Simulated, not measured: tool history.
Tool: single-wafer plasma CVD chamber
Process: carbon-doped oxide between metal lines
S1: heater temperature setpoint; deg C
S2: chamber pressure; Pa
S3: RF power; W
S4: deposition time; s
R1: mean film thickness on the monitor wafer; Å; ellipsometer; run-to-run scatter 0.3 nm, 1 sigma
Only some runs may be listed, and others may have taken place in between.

| run | hour | S1 | S2 | S3 | S4 | R1 |
|---|---|---|---|---|---|---|
| 1 | 0.0 | 370 | 579 | 495 | 16.5 | 754.39 |
| 2 | 8.9 | 370 | 579 | 495 | 16.5 | 751.62 |
| 3 | 9.9 | 372 | 551 | 490 | 16.5 | 732.54 |
| 4 | 13.3 | 372 | 551 | 465 | 16.5 | 705.04 |
| 5 | 19.9 | 372 | 551 | 490 | 16.5 | 731.95 |
| 6 | 23.6 | 374 | 540 | 490 | 16.5 | 729.84 |

What does the tool deliver on the next run?
| 7 | 30.9 | 375 | 520 | 490 | 16.5 | ? |

{"run 7": {"R1": 724.51}}
